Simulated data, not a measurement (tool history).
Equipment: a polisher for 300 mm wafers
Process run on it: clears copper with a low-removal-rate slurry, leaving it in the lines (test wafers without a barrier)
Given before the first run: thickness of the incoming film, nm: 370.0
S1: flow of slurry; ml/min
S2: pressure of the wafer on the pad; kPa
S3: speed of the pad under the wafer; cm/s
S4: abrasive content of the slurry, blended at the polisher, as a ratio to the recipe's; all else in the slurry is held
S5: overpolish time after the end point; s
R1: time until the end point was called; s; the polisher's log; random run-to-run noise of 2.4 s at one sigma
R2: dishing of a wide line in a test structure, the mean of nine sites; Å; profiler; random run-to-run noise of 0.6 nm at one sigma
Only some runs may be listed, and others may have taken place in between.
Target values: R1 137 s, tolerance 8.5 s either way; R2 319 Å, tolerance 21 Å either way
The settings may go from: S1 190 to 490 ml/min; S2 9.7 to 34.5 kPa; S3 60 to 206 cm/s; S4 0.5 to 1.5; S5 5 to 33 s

run,day,S1,S2,S3,S4,S5,R1,R2
1,0,315,22.1,132,1,17,79.578,505.06
2,0.042,315,22.1,132,1,21,78.332,618.04
3,0.2,315,22.1,116,1,21,87.913,549.51
4,0.296,315,20,114,1,20,92.25,506.55
5,0.625,315,20,128,1,20,87.941,526.01
6,0.858,315,20,160,1,20,71.666,630.84
7,0.912,315,17.9,150,1,19,83.477,534.17
8,1.138,310,11.7,120,0.95,16,120.07,320.28

Exercise: of the 4 proposed moves below, exactly one satisfies all targets within the stated allowed misses. Which move is it?
A,1.362,310,13.1,116,0.95,14,?,?
B,1.362,335,12.4,150,1.05,12,?,?
C,1.362,445,22.1,108,1.2,10,?,?
D,1.362,300,12.4,94,1.25,17,?,?

move,R1,R2
A,121.23,302.16
B,99.525,313.28
C,87.663,303.06
D,136.9,321.37
A: moves toward the targets from the last run without getting all of them in spec
B: misses by more than the last run did
C: misses by more than the last run did
D: meets every target
Answer: D

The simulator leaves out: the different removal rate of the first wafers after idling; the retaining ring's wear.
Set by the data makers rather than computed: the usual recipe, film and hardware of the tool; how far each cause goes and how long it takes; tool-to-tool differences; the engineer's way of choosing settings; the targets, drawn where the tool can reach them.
